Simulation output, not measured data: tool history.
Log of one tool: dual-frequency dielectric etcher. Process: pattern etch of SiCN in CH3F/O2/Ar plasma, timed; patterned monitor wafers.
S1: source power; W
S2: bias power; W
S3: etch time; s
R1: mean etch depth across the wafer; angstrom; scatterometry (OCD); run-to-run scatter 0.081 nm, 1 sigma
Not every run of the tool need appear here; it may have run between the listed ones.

run	hour	S1	S2	S3	R1
1	0.0	540	88	63.5	280.93
2	0.6	540	95	63.5	292.15
3	7.0	490	92	63.5	278.99
4	13.9	450	89	63.5	265.77
5	19.6	510	89	63.5	276.56
6	23.2	510	77	63.5	255.29

The next listed run, before its measurement:
7	30.3	490	77	63.5	?

R1: 252.28 angstrom

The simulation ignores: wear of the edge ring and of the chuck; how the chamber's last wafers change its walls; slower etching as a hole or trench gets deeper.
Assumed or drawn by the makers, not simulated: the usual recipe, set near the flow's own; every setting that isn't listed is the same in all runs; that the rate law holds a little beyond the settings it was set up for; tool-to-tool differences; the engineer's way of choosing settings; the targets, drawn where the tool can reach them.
